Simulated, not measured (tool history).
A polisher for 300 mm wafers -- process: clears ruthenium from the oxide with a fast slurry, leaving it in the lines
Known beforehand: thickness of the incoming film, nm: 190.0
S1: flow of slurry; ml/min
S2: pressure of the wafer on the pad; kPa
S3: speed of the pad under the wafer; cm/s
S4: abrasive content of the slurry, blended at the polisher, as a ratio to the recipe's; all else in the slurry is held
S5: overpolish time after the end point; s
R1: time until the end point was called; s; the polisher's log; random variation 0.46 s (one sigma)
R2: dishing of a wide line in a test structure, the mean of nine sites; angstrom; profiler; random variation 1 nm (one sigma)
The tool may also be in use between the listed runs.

run  hour   S1    S2   S3   S4  S5      R1      R2
  1     0  295  22.1  108    1   8  32.282  333.03
  2   1.3  295  22.1  130    1   8  27.668  372.05
  3   4.8  295  22.8  130    1  10   26.49  432.36
  4    12  295  26.2  130    1  10  23.553  497.74
  5  19.9  295  26.2  130    1  13  23.015  562.58
  6  22.7  295  26.2  130  1.1  13  22.034  595.21

What does the tool deliver on the next run?
  7  26.3  295  25.5  130  1.1  13   ?   ?

{"run 7": {"R1": 23.037, "R2": 599.05}}
